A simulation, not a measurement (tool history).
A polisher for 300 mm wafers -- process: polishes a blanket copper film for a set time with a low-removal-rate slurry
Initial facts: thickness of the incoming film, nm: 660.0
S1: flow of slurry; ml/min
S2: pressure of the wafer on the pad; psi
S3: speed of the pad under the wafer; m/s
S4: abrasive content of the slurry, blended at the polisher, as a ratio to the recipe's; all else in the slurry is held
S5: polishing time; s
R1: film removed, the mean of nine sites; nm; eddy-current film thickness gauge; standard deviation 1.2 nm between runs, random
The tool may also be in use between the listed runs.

run 1 day=0.000 | S1=125 S2=3.1 S3=1.28 S4=1.0 S5=36 | R1=120.76
run 2 day=0.179 | S1=140 S2=3.1 S3=1.28 S4=1.0 S5=36 | R1=124.42
run 3 day=0.254 | S1=140 S2=3.1 S3=1.46 S4=1.0 S5=36 | R1=142.18
run 4 day=0.383 | S1=140 S2=3.5 S3=1.46 S4=1.0 S5=36 | R1=157.45
run 5 day=0.442 | S1=140 S2=4.2 S3=1.46 S4=1.0 S5=36 | R1=186.68
run 6 day=0.817 | S1=140 S2=4.2 S3=1.46 S4=1.0 S5=33 | R1=174.35
run 7 day=1.017 | S1=135 S2=3.9 S3=1.44 S4=1.0 S5=33 | R1=155.08
run 8 day=1.129 | S1=130 S2=3.7 S3=1.44 S4=1.0 S5=33 | R1=146.91

Run 9 has not been measured yet. What should we expect?
run 9 day=1.267 | S1=125 S2=3.5 S3=1.44 S4=1.0 S5=33 | R1=?

{"run 9": {"R1": 137.82}}

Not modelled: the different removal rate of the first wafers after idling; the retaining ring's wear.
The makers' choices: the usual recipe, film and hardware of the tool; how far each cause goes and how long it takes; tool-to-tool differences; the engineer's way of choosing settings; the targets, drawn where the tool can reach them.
